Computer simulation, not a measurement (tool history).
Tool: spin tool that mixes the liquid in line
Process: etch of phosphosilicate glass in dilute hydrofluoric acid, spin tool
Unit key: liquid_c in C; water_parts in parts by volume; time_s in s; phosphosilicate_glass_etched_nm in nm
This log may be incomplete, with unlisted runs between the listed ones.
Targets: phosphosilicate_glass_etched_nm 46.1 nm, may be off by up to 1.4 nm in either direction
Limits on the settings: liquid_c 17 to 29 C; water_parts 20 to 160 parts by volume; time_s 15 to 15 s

run	hour	liquid_c	water_parts	time_s	phosphosilicate_glass_etched_nm
1	0	21	90	15	17.082
2	5.2	23	75	15	22.831
3	9.5	23	75	15	22.48
4	12.6	20	75	15	19.892
5	19.7	20	75	15	20.182
6	20.8	20	75	15	19.812
7	21.7	22.5	65	15	25.655
8	30.2	24.5	60	15	30.533
9	37.1	26	55	15	35.526
10	37.9	29	45	15	49.726
11	43.2	28.5	45	15	48.061
12	47.7	28	45	15	47.963

5 candidate next runs follow, results not yet known. Just one meets every target within its allowed miss. Identify it.
A	52.2	27	45	15	?
B	52.2	26.5	40	15	?
C	52.2	29	45	15	?
D	52.2	26	40	15	?
E	52.2	28.5	45	15	?

move	phosphosilicate_glass_etched_nm
A	45.628
B	50.664
C	49.434
D	49.641
E	48.459
A: hits every target within its allowed miss
B: misses by more than the last run did
C: misses by more than the last run did
D: misses by more than the last run did
E: misses by more than the last run did
A meets every target.
